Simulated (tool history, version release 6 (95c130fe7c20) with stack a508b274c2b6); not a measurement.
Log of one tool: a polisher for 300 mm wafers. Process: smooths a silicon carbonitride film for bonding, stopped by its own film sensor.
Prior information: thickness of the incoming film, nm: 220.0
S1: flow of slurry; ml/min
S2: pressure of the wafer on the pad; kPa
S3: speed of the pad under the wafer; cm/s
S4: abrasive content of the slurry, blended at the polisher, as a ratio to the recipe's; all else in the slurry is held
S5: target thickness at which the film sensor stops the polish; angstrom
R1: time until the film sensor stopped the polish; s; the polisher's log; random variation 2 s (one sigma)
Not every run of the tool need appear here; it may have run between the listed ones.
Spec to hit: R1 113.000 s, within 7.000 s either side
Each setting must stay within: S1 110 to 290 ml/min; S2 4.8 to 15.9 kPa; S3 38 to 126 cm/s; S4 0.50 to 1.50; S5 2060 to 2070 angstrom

run 1 day=0.000 | S1=185 S2=10.3 S3=82 S4=1.00 S5=2070 | R1=79.017
run 2 day=0.112 | S1=185 S2=9.7 S3=82 S4=1.00 S5=2070 | R1=81.516
run 3 day=0.154 | S1=185 S2=9.7 S3=82 S4=1.00 S5=2070 | R1=83.011
run 4 day=0.338 | S1=155 S2=9.7 S3=82 S4=1.00 S5=2070 | R1=86.044
run 5 day=0.612 | S1=155 S2=8.3 S3=82 S4=1.00 S5=2070 | R1=99.880
run 6 day=0.717 | S1=190 S2=8.3 S3=82 S4=1.00 S5=2070 | R1=92.937
run 7 day=0.771 | S1=185 S2=8.3 S3=82 S4=1.00 S5=2070 | R1=92.796
run 8 day=1.100 | S1=180 S2=8.3 S3=82 S4=1.00 S5=2070 | R1=93.926
run 9 day=1.267 | S1=175 S2=8.3 S3=82 S4=1.00 S5=2070 | R1=95.088
run 10 day=1.479 | S1=170 S2=8.3 S3=82 S4=1.00 S5=2070 | R1=99.011
run 11 day=1.750 | S1=165 S2=8.3 S3=82 S4=1.00 S5=2070 | R1=97.224

Which one of the following 4 next-run settings gets every result inside its allowed miss? There is exactly one.
run A day=2.021 | S1=165 S2=8.3 S3=98 S4=0.85 S5=2070 | R1=?
run B day=2.021 | S1=155 S2=11.0 S3=70 S4=1.25 S5=2070 | R1=?
run C day=2.021 | S1=150 S2=7.6 S3=100 S4=1.00 S5=2070 | R1=?
run D day=2.021 | S1=155 S2=7.6 S3=82 S4=0.85 S5=2070 | R1=?

move=A R1=91.145
move=B R1=79.552
move=C R1=91.850
move=D R1=110.980
A: its largest miss is bigger than the last run's
B: its largest miss is bigger than the last run's
C: its largest miss is bigger than the last run's
D: each result inside its tolerance
Go with D: it meets all targets.
